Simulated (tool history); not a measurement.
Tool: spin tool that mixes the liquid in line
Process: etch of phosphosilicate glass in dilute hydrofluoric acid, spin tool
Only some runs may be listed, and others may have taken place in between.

| run | hour | temperature setpoint of the liquid (°C) | parts of water to one part of 49 % hydrofluoric acid (parts by volume) | time under the liquid (s) | thickness taken off the phosphosilicate glass on a monitor wafer (nm) |
|---|---|---|---|---|---|
| 1 | 0 | 20 | 285 | 35 | 5.0885 |
| 2 | 8.3 | 18 | 285 | 35 | 4.7666 |
| 3 | 15.6 | 21 | 255 | 35 | 6.132 |
| 4 | 19.3 | 23 | 240 | 35 | 7.0832 |
| 5 | 21 | 24.5 | 230 | 35 | 7.8485 |
| 6 | 26.7 | 24.5 | 230 | 35 | 7.9305 |

Estimate the outcome of run 7 from the log above:
| 7 | 32.9 | 24.5 | 230 | 35 | ? |

Run 7 gave thickness taken off the phosphosilicate glass on a monitor wafer (nm) 7.9216.
